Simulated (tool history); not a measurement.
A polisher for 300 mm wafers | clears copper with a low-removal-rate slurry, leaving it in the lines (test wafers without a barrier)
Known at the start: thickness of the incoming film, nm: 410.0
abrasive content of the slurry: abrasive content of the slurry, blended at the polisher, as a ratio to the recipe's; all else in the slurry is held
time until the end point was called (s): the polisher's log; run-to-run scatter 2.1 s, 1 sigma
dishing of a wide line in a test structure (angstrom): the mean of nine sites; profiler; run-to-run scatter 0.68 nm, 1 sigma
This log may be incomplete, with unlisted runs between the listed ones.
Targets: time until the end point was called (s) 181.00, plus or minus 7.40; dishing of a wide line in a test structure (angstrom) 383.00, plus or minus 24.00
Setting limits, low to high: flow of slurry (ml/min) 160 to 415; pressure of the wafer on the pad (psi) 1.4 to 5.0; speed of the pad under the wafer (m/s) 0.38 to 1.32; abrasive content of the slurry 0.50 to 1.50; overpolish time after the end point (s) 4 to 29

| run | day | flow of slurry (ml/min) | pressure of the wafer on the pad (psi) | speed of the pad under the wafer (m/s) | abrasive content of the slurry | overpolish time after the end point (s) | time until the end point was called (s) | dishing of a wide line in a test structure (angstrom) |
|---|---|---|---|---|---|---|---|---|
| 1 | 0.000 | 265 | 3.2 | 0.84 | 1.00 | 15 | 143.84 | 303.27 |
| 2 | 0.233 | 265 | 2.5 | 0.84 | 1.00 | 15 | 176.84 | 245.37 |
| 3 | 0.271 | 265 | 2.5 | 0.84 | 0.80 | 15 | 192.67 | 228.38 |
| 4 | 0.342 | 265 | 1.7 | 0.84 | 0.80 | 15 | 276.58 | 160.04 |
| 5 | 0.554 | 265 | 2.0 | 0.84 | 0.80 | 17 | 238.65 | 213.18 |
| 6 | 0.821 | 265 | 2.2 | 0.84 | 0.80 | 19 | 213.97 | 253.84 |
| 7 | 1.162 | 265 | 2.3 | 0.84 | 0.80 | 21 | 205.66 | 280.62 |
| 8 | 1.367 | 265 | 2.4 | 0.84 | 0.80 | 22 | 194.37 | 300.85 |
| 9 | 1.396 | 265 | 2.4 | 0.84 | 0.80 | 23 | 197.14 | 324.08 |
| 10 | 1.583 | 265 | 2.5 | 0.84 | 0.80 | 24 | 188.32 | 332.38 |
| 11 | 1.862 | 265 | 2.5 | 0.84 | 0.80 | 25 | 189.29 | 356.60 |

5 candidate next runs follow, results not yet known. Just one meets every target within its allowed miss. Identify it.
| A | 2.142 | 340 | 2.3 | 0.78 | 1.00 | 25 | ? | ? |
| B | 2.142 | 215 | 2.4 | 0.88 | 0.80 | 23 | ? | ? |
| C | 2.142 | 280 | 2.8 | 0.80 | 0.80 | 22 | ? | ? |
| D | 2.142 | 415 | 3.5 | 0.56 | 0.90 | 26 | ? | ? |
| E | 2.142 | 290 | 2.3 | 0.96 | 0.85 | 23 | ? | ? |

| move | time until the end point was called (s) | dishing of a wide line in a test structure (angstrom) |
|---|---|---|
| A | 204.12 | 333.43 |
| B | 196.07 | 322.39 |
| C | 178.04 | 338.71 |
| D | 182.81 | 383.33 |
| E | 179.55 | 345.87 |
A: the biggest miss grows against the last run
B: the biggest miss grows against the last run
C: meets the target for the result that was furthest off, but another lies outside its allowed miss
D: hits every target within its allowed miss
E: meets the target for the result that was furthest off, but another lies outside its allowed miss
So the answer is move D, the one that meets all the targets.
